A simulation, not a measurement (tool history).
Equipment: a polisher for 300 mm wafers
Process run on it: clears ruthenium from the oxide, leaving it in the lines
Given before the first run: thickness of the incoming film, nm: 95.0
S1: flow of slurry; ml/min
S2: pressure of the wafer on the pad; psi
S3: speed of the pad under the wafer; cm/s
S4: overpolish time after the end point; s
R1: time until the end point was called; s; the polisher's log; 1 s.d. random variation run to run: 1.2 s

run 1 hour=0 | S1=310 S2=2.6 S3=78 S4=8 | R1=80.999
run 2 hour=5.7 | S1=310 S2=2.5 S3=78 S4=8 | R1=81.244
run 3 hour=10.9 | S1=370 S2=2.5 S3=78 S4=8 | R1=79.758
run 4 hour=15.2 | S1=370 S2=2.8 S3=78 S4=8 | R1=74.943
run 5 hour=23.2 | S1=370 S2=2.8 S3=78 S4=8 | R1=75.226
run 6 hour=27.3 | S1=370 S2=2.7 S3=78 S4=8 | R1=75.554
run 7 hour=36 | S1=370 S2=2.6 S3=78 S4=8 | R1=78.196

What will run 8 give?
run 8 hour=40.6 | S1=370 S2=2.5 S3=78 S4=8 | R1=?

Logged for run 8: R1 80.583 s.
